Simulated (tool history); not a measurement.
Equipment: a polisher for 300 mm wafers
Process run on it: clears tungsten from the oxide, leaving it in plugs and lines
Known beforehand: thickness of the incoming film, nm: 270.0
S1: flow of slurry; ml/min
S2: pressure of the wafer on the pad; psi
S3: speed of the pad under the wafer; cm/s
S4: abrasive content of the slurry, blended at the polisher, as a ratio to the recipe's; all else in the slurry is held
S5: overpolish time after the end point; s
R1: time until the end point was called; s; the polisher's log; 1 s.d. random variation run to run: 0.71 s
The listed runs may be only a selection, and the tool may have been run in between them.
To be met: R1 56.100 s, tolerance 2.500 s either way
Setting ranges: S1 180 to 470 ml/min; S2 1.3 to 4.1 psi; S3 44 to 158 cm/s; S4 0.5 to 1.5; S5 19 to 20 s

{"run": 1, "day": 0.0, "S1": 300, "S2": 2.7, "S3": 100, "S4": 1.0, "S5": 19, "R1": 100.62}
{"run": 2, "day": 0.329, "S1": 300, "S2": 3.2, "S3": 102, "S4": 1.0, "S5": 19, "R1": 85.555}
{"run": 3, "day": 0.404, "S1": 300, "S2": 3.8, "S3": 102, "S4": 1.0, "S5": 19, "R1": 70.853}
{"run": 4, "day": 0.45, "S1": 355, "S2": 3.8, "S3": 102, "S4": 1.0, "S5": 19, "R1": 69.294}
{"run": 5, "day": 0.646, "S1": 355, "S2": 3.9, "S3": 106, "S4": 1.0, "S5": 19, "R1": 67.24}
{"run": 6, "day": 0.933, "S1": 355, "S2": 3.9, "S3": 86, "S4": 1.0, "S5": 19, "R1": 81.816}
{"run": 7, "day": 1.05, "S1": 355, "S2": 4.0, "S3": 96, "S4": 1.0, "S5": 19, "R1": 72.319}
{"run": 8, "day": 1.296, "S1": 355, "S2": 4.0, "S3": 102, "S4": 1.0, "S5": 19, "R1": 67.706}
{"run": 9, "day": 1.525, "S1": 355, "S2": 4.0, "S3": 108, "S4": 1.0, "S5": 19, "R1": 64.976}
{"run": 10, "day": 1.617, "S1": 355, "S2": 4.0, "S3": 112, "S4": 1.0, "S5": 19, "R1": 61.228}

Exactly one of the 4 candidate moves below puts every result within its allowed miss. Which one?
{"run": "A", "day": 1.708, "S1": 360, "S2": 3.9, "S3": 106, "S4": 1.1, "S5": 20, "R1": "?"}
{"run": "B", "day": 1.708, "S1": 350, "S2": 4.1, "S3": 110, "S4": 1.0, "S5": 19, "R1": "?"}
{"run": "C", "day": 1.708, "S1": 325, "S2": 4.0, "S3": 116, "S4": 0.9, "S5": 19, "R1": "?"}
{"run": "D", "day": 1.708, "S1": 345, "S2": 4.0, "S3": 122, "S4": 1.0, "S5": 19, "R1": "?"}

move=A R1=66.196
move=B R1=62.364
move=C R1=62.594
move=D R1=57.823
A: moves away from the targets compared with the last run
B: moves away from the targets compared with the last run
C: moves away from the targets compared with the last run
D: each result inside its tolerance
Go with D: it meets all targets.

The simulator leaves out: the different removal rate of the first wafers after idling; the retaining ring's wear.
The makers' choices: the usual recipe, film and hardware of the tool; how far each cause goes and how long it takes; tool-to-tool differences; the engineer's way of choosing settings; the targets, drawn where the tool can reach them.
